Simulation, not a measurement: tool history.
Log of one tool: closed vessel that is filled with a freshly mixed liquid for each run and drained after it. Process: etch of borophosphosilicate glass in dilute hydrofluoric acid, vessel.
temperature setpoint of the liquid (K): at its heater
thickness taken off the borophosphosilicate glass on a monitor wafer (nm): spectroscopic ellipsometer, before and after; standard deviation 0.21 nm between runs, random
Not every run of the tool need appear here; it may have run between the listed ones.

| run | hour | temperature setpoint of the liquid (K) | parts of water to one part of 49 % hydrofluoric acid (parts by volume) | time in the liquid (s) | thickness taken off the borophosphosilicate glass on a monitor wafer (nm) |
|---|---|---|---|---|---|
| 1 | 0 | 295.15 | 175 | 90 | 16.405 |
| 2 | 6.8 | 295.15 | 235 | 90 | 11.503 |
| 3 | 8.3 | 295.15 | 270 | 90 | 9.7208 |
| 4 | 17.2 | 295.15 | 220 | 90 | 12.616 |
| 5 | 26.4 | 296.65 | 220 | 90 | 13.354 |
| 6 | 27.8 | 299.65 | 220 | 90 | 14.682 |
| 7 | 29 | 300.65 | 185 | 90 | 18.847 |

Expected results for the next run?
| 8 | 34.1 | 301.15 | 165 | 90 | ? |

Run 8 gave thickness taken off the borophosphosilicate glass on a monitor wafer (nm) 22.359.

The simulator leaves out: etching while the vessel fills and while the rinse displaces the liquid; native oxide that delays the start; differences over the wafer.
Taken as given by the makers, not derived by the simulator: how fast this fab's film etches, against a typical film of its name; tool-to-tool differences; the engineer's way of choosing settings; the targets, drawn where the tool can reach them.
